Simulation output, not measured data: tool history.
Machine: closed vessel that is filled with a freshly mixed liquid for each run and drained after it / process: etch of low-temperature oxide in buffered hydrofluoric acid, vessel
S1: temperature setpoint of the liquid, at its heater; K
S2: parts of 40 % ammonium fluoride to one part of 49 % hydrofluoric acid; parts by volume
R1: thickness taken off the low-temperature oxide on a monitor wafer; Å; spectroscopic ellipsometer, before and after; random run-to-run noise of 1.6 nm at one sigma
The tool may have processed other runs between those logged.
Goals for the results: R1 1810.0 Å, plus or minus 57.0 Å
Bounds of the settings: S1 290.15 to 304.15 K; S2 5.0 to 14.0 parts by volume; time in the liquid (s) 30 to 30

Run 1, hour 0.0: S1 296.15 K, S2 8.5 parts by volume, time in the liquid (s) 30. Result: R1 2275.3 Å.
Run 2, hour 3.0: S1 296.15 K, S2 8.5 parts by volume, time in the liquid (s) 30. Result: R1 2283.5 Å.
Run 3, hour 11.1: S1 296.15 K, S2 6.5 parts by volume, time in the liquid (s) 30. Result: R1 2962.0 Å.
Run 4, hour 17.9: S1 294.65 K, S2 6.5 parts by volume, time in the liquid (s) 30. Result: R1 2718.0 Å.
Run 5, hour 21.7: S1 294.65 K, S2 6.5 parts by volume, time in the liquid (s) 30. Result: R1 2736.6 Å.
Run 6, hour 30.5: S1 294.65 K, S2 6.5 parts by volume, time in the liquid (s) 30. Result: R1 2746.2 Å.
Run 7, hour 36.0: S1 294.15 K, S2 6.5 parts by volume, time in the liquid (s) 30. Result: R1 2682.1 Å.
At hour 37.6: hydrofluoric acid flow meter replaced.
Run 8, hour 37.6: S1 290.15 K, S2 8.5 parts by volume, time in the liquid (s) 30. Result: R1 1542.4 Å.
Run 9, hour 40.5: S1 290.65 K, S2 8.5 parts by volume, time in the liquid (s) 30. Result: R1 1606.6 Å.
Run 10, hour 43.5: S1 291.15 K, S2 8.5 parts by volume, time in the liquid (s) 30. Result: R1 1638.0 Å.
Run 11, hour 45.1: S1 292.15 K, S2 8.5 parts by volume, time in the liquid (s) 30. Result: R1 1750.1 Å.

Next run, 5 choices. One meets every target within its allowed miss, the rest don't. Which?
Run A, hour 46.7: S1 290.65 K, S2 8.0 parts by volume, time in the liquid (s) 30. Result: R1 ?.
Run B, hour 46.7: S1 292.65 K, S2 9.0 parts by volume, time in the liquid (s) 30. Result: R1 ?.
Run C, hour 46.7: S1 293.65 K, S2 9.5 parts by volume, time in the liquid (s) 30. Result: R1 ?.
Run D, hour 46.7: S1 290.65 K, S2 7.0 parts by volume, time in the liquid (s) 30. Result: R1 ?.
Run E, hour 46.7: S1 294.65 K, S2 9.5 parts by volume, time in the liquid (s) 30. Result: R1 ?.

move      R1
   A  1695.7
   B  1670.8
   C  1707.9
   D  1959.2
   E  1805.6
A: its largest miss is bigger than the last run's
B: its largest miss is bigger than the last run's
C: its largest miss is bigger than the last run's
D: takes the biggest miss from the last run beyond its target
E: meets every target
The move that meets every target is E.
